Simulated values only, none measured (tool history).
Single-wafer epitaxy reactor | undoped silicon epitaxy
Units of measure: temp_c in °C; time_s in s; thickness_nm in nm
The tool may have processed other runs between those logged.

{"run": 1, "hour": 0.0, "temp_c": 660, "time_s": 555, "thickness_nm": 116.09}
{"run": 2, "hour": 6.8, "temp_c": 659, "time_s": 555, "thickness_nm": 114.23}
{"run": 3, "hour": 11.3, "temp_c": 659, "time_s": 630, "thickness_nm": 129.65}
{"run": 4, "hour": 16.8, "temp_c": 657, "time_s": 630, "thickness_nm": 123.24}
{"run": 5, "hour": 23.3, "temp_c": 668, "time_s": 630, "thickness_nm": 152.62}
{"run": 6, "hour": 26.4, "temp_c": 658, "time_s": 630, "thickness_nm": 127.53}
{"run": 7, "hour": 30.3, "temp_c": 656, "time_s": 630, "thickness_nm": 122.32}

For run 8, what comes out?
{"run": 8, "hour": 38.2, "temp_c": 654, "time_s": 630, "thickness_nm": "?"}

{"run 8": {"thickness_nm": 117.12}}
